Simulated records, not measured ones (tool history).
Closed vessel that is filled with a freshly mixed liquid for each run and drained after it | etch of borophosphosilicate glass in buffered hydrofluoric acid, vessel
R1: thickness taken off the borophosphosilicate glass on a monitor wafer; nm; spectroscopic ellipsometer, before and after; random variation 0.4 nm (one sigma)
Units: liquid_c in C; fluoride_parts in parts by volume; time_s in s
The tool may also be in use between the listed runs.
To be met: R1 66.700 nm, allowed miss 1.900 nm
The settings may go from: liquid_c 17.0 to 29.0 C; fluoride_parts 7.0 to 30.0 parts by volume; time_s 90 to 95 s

{"run": 1, "hour": 0.0, "liquid_c": 21.0, "fluoride_parts": 20.0, "time_s": 90, "R1": 93.174}
{"run": 2, "hour": 9.1, "liquid_c": 20.0, "fluoride_parts": 21.0, "time_s": 90, "R1": 85.735}
{"run": 3, "hour": 11.2, "liquid_c": 19.0, "fluoride_parts": 22.0, "time_s": 90, "R1": 78.218}
{"run": 4, "hour": 16.2, "liquid_c": 18.5, "fluoride_parts": 22.5, "time_s": 90, "R1": 75.3}
{"run": 5, "hour": 18.2, "liquid_c": 20.5, "fluoride_parts": 22.5, "time_s": 90, "R1": 83.89}
{"run": 6, "hour": 24.2, "liquid_c": 20.5, "fluoride_parts": 28.0, "time_s": 90, "R1": 70.994}
{"run": 7, "hour": 30.4, "liquid_c": 20.5, "fluoride_parts": 28.0, "time_s": 90, "R1": 71.859}
{"run": 8, "hour": 32.4, "liquid_c": 20.0, "fluoride_parts": 28.0, "time_s": 90, "R1": 69.909}

Which of these 5 next moves meets every target?
{"run": "A", "hour": 34.4, "liquid_c": 20.5, "fluoride_parts": 30.0, "time_s": 95, "R1": "?"}
{"run": "B", "hour": 34.4, "liquid_c": 21.0, "fluoride_parts": 30.0, "time_s": 90, "R1": "?"}
{"run": "C", "hour": 34.4, "liquid_c": 20.5, "fluoride_parts": 29.5, "time_s": 95, "R1": "?"}
{"run": "D", "hour": 34.4, "liquid_c": 21.5, "fluoride_parts": 30.0, "time_s": 90, "R1": "?"}
{"run": "E", "hour": 34.4, "liquid_c": 17.5, "fluoride_parts": 26.5, "time_s": 95, "R1": "?"}

move=A R1=72.390
move=B R1=70.512
move=C R1=73.238
move=D R1=72.492
move=E R1=66.686
A: further off than the last run
B: further off than the last run
C: further off than the last run
D: further off than the last run
E: meets every target
Move E is the one to make.
